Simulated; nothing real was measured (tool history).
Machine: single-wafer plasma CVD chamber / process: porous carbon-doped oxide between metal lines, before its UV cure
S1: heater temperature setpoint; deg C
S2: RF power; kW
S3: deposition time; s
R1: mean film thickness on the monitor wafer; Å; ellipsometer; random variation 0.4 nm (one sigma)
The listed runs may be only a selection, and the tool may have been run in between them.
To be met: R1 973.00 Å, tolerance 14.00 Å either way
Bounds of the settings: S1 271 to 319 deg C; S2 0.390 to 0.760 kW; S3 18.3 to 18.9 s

| run | day | S1 | S2 | S3 | R1 |
|---|---|---|---|---|---|
| 1 | 0.000 | 295 | 0.575 | 18.3 | 1095.50 |
| 2 | 0.258 | 303 | 0.575 | 18.3 | 1040.70 |
| 3 | 0.308 | 305 | 0.575 | 18.3 | 1040.20 |
| 4 | 0.533 | 307 | 0.575 | 18.3 | 1021.10 |
| 5 | 0.567 | 307 | 0.625 | 18.3 | 1063.80 |
| 6 | 0.829 | 307 | 0.585 | 18.3 | 1028.80 |
| 7 | 1.088 | 307 | 0.585 | 18.3 | 1040.70 |
| 8 | 1.292 | 309 | 0.580 | 18.3 | 1021.60 |
| 9 | 1.488 | 311 | 0.580 | 18.3 | 1006.40 |
| 10 | 1.667 | 312 | 0.580 | 18.3 | 1001.90 |
| 11 | 2.000 | 313 | 0.580 | 18.3 | 991.35 |
| 12 | 2.171 | 314 | 0.580 | 18.3 | 992.94 |

Exercise: of the 4 proposed moves below, exactly one satisfies all targets within the stated allowed misses. Which move is it?
| A | 2.342 | 314 | 0.515 | 18.3 | ? |
| B | 2.342 | 319 | 0.540 | 18.4 | ? |
| C | 2.342 | 319 | 0.575 | 18.4 | ? |
| D | 2.342 | 318 | 0.555 | 18.3 | ? |

| move | R1 |
|---|---|
| A | 944.67 |
| B | 942.92 |
| C | 966.13 |
| D | 952.69 |
A: carries the result that was furthest off beyond its target, to the other side
B: carries the result that was furthest off beyond its target, to the other side
C: every result within its allowed miss
D: carries the result that was furthest off beyond its target, to the other side
Correct choice: C, which meets every target
